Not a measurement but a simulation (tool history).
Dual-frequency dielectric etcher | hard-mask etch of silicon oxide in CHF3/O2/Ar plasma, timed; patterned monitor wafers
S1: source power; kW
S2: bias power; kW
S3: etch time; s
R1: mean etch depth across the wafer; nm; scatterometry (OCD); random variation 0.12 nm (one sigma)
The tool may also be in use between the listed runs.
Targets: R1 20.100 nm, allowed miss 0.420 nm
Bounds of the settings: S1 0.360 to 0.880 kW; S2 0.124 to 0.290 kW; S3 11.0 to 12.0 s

Run 1, hour 0.0: S1 0.620 kW, S2 0.207 kW, S3 12.0 s. Result: R1 26.318 nm.
Run 2, hour 4.2: S1 0.540 kW, S2 0.207 kW, S3 12.0 s. Result: R1 24.825 nm.
Run 3, hour 11.1: S1 0.480 kW, S2 0.207 kW, S3 12.0 s. Result: R1 23.284 nm.
Run 4, hour 14.2: S1 0.460 kW, S2 0.202 kW, S3 12.0 s. Result: R1 22.626 nm.
Run 5, hour 16.3: S1 0.440 kW, S2 0.199 kW, S3 12.0 s. Result: R1 21.885 nm.
Run 6, hour 21.2: S1 0.440 kW, S2 0.231 kW, S3 12.0 s. Result: R1 23.012 nm.
Run 7, hour 27.0: S1 0.360 kW, S2 0.189 kW, S3 11.5 s. Result: R1 18.680 nm.
Run 8, hour 28.1: S1 0.460 kW, S2 0.193 kW, S3 11.5 s. Result: R1 21.345 nm.
Run 9, hour 31.4: S1 0.450 kW, S2 0.193 kW, S3 11.5 s. Result: R1 20.914 nm.
At hour 35.4: source power generator calibrated.
Run 10, hour 35.4: S1 0.440 kW, S2 0.193 kW, S3 11.5 s. Result: R1 21.086 nm.
Run 11, hour 42.9: S1 0.370 kW, S2 0.183 kW, S3 11.5 s. Result: R1 19.155 nm.
Run 12, hour 48.5: S1 0.380 kW, S2 0.183 kW, S3 11.5 s. Result: R1 19.237 nm.
Run 13, hour 51.0: S1 0.390 kW, S2 0.183 kW, S3 11.5 s. Result: R1 19.481 nm.
Run 14, hour 59.4: S1 0.440 kW, S2 0.186 kW, S3 11.5 s. Result: R1 21.138 nm.
Run 15, hour 64.9: S1 0.430 kW, S2 0.186 kW, S3 11.5 s. Result: R1 20.942 nm.
Run 16, hour 67.9: S1 0.370 kW, S2 0.181 kW, S3 11.5 s. Result: R1 19.125 nm.

Which of these 4 next moves meets every target?
Run A, hour 70.9: S1 0.360 kW, S2 0.161 kW, S3 11.5 s. Result: R1 ?.
Run B, hour 70.9: S1 0.360 kW, S2 0.221 kW, S3 12.0 s. Result: R1 ?.
Run C, hour 70.9: S1 0.440 kW, S2 0.183 kW, S3 11.0 s. Result: R1 ?.
Run D, hour 70.9: S1 0.430 kW, S2 0.173 kW, S3 12.0 s. Result: R1 ?.

move      R1
   A  17.789
   B  20.806
   C  19.790
   D  20.921
A: further off than the last run
B: takes the result that was furthest off past its target
C: meets every target
D: takes the result that was furthest off past its target
Move C is the one to make.

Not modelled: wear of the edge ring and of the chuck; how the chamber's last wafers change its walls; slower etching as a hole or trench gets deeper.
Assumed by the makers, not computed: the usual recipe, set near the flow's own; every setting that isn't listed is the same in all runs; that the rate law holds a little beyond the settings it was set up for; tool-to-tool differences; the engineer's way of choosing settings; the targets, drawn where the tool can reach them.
